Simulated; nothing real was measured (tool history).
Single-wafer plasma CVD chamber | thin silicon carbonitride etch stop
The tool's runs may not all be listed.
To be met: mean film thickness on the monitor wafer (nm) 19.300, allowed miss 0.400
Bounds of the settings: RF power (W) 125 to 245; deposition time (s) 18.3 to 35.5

run  hour  RF power (W)  deposition time (s)  mean film thickness on the monitor wafer (nm)
  1   0.0           185                 26.9                                         15.342
  2   1.2           190                 27.6                                         15.687
  3   8.2           195                 28.4                                         16.374
  4  17.1           195                 25.4                                         14.451
  5  18.9           195                 26.5                                         15.187
  6  27.6           185                 26.5                                         14.910
  7  30.8           190                 27.3                                         15.516
  8  35.6           195                 28.0                                         16.244
  9  43.9           200                 28.4                                         16.262
 10  47.3           200                 29.1                                         16.746
 11  53.8           200                 29.7                                         17.136
 12  56.5           200                 30.2                                         17.532
 13  61.3           200                 30.6                                         17.746
 14  62.1           200                 30.9                                         17.909
 15  70.6           200                 31.2                                         18.042
 16  73.3           205                 31.4                                         18.300

5 next moves are on the table. One of them brings every result within its allowed miss. Which?
  A  76.0           190                 31.2                                              ?
  B  76.0           225                 30.7                                              ?
  C  76.0           200                 34.9                                              ?
  D  76.0           220                 30.8                                              ?
  E  76.0           225                 32.1                                              ?

move  mean film thickness on the monitor wafer (nm)
   A                                         17.736
   B                                         18.241
   C                                         20.105
   D                                         18.192
   E                                         19.072
A: further off than the last run
B: further off than the last run
C: takes the result that was furthest off past its target
D: further off than the last run
E: meets every target
Answer: E
